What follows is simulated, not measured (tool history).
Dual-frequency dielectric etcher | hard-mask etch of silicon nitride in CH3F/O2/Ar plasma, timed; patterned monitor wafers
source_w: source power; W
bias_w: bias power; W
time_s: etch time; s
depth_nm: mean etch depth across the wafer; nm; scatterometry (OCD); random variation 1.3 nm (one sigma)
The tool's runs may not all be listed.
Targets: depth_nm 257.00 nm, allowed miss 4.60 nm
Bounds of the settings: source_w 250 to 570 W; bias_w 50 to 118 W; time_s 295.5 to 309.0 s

run 1 hour=0.0 | source_w=410 bias_w=84 time_s=295.5 | depth_nm=227.32
run 2 hour=3.5 | source_w=380 bias_w=84 time_s=295.5 | depth_nm=221.73
run 3 hour=11.1 | source_w=380 bias_w=84 time_s=309.0 | depth_nm=233.27
run 4 hour=12.3 | source_w=380 bias_w=84 time_s=295.5 | depth_nm=222.74
run 5 hour=19.7 | source_w=420 bias_w=86 time_s=295.5 | depth_nm=230.41
run 6 hour=26.8 | source_w=450 bias_w=87 time_s=295.5 | depth_nm=235.01
run 7 hour=31.2 | source_w=470 bias_w=89 time_s=296.0 | depth_nm=239.53
run 8 hour=38.3 | source_w=490 bias_w=91 time_s=296.5 | depth_nm=244.91

5 next moves are on the table. One of them brings every result within its allowed miss. Which?
run A hour=45.4 | source_w=500 bias_w=103 time_s=308.5 | depth_nm=?
run B hour=45.4 | source_w=520 bias_w=100 time_s=295.5 | depth_nm=?
run C hour=45.4 | source_w=550 bias_w=102 time_s=306.5 | depth_nm=?
run D hour=45.4 | source_w=530 bias_w=108 time_s=306.0 | depth_nm=?
run E hour=45.4 | source_w=510 bias_w=77 time_s=309.0 | depth_nm=?

move=A depth_nm=267.90
move=B depth_nm=257.16
move=C depth_nm=272.73
move=D depth_nm=274.19
move=E depth_nm=247.76
A: takes the result that was furthest off past its target
B: meets every target
C: takes the result that was furthest off past its target
D: takes the result that was furthest off past its target
E: nearer than the last run, and not there yet
Answer: B
